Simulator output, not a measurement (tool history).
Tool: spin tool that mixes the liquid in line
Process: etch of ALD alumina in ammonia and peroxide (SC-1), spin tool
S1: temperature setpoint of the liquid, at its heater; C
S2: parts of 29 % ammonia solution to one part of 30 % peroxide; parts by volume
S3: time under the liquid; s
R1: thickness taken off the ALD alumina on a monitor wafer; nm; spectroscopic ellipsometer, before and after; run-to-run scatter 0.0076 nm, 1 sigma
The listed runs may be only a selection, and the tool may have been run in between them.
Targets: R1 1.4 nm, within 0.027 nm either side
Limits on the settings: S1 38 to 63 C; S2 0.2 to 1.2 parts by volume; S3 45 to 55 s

{"run": 1, "hour": 0.0, "S1": 47, "S2": 0.7, "S3": 55, "R1": 2.426}
{"run": 2, "hour": 3.6, "S1": 47, "S2": 0.7, "S3": 55, "R1": 2.4351}
{"run": 3, "hour": 8.8, "S1": 44, "S2": 0.65, "S3": 55, "R1": 2.0492}
{"run": 4, "hour": 15.9, "S1": 42, "S2": 0.6, "S3": 55, "R1": 1.8044}
{"run": 5, "hour": 16.6, "S1": 40.5, "S2": 0.55, "S3": 55, "R1": 1.6397}
{"run": 6, "hour": 22.6, "S1": 46, "S2": 0.55, "S3": 55, "R1": 2.2595}
{"run": 7, "hour": 26.2, "S1": 43, "S2": 0.55, "S3": 55, "R1": 1.8947}
{"run": 8, "hour": 32.8, "S1": 41.5, "S2": 0.55, "S3": 55, "R1": 1.7454}
{"run": 9, "hour": 35.5, "S1": 40.5, "S2": 0.5, "S3": 55, "R1": 1.6225}
{"run": 10, "hour": 36.6, "S1": 39.5, "S2": 0.5, "S3": 55, "R1": 1.5349}
{"run": 11, "hour": 44.2, "S1": 39, "S2": 0.5, "S3": 55, "R1": 1.4998}
{"run": 12, "hour": 51.5, "S1": 38.5, "S2": 0.5, "S3": 55, "R1": 1.4475}

4 candidate next runs follow, results not yet known. Just one meets every target within its allowed miss. Identify it.
{"run": "A", "hour": 58.8, "S1": 39, "S2": 0.5, "S3": 55, "R1": "?"}
{"run": "B", "hour": 58.8, "S1": 43.5, "S2": 0.35, "S3": 45, "R1": "?"}
{"run": "C", "hour": 58.8, "S1": 38.5, "S2": 0.65, "S3": 55, "R1": "?"}
{"run": "D", "hour": 58.8, "S1": 40, "S2": 1.2, "S3": 45, "R1": "?"}

move=A R1=1.5013
move=B R1=1.5415
move=C R1=1.4947
move=D R1=1.4164
A: moves away from the targets compared with the last run
B: moves away from the targets compared with the last run
C: moves away from the targets compared with the last run
D: every result lands within tolerance
Correct choice: D, which meets every target
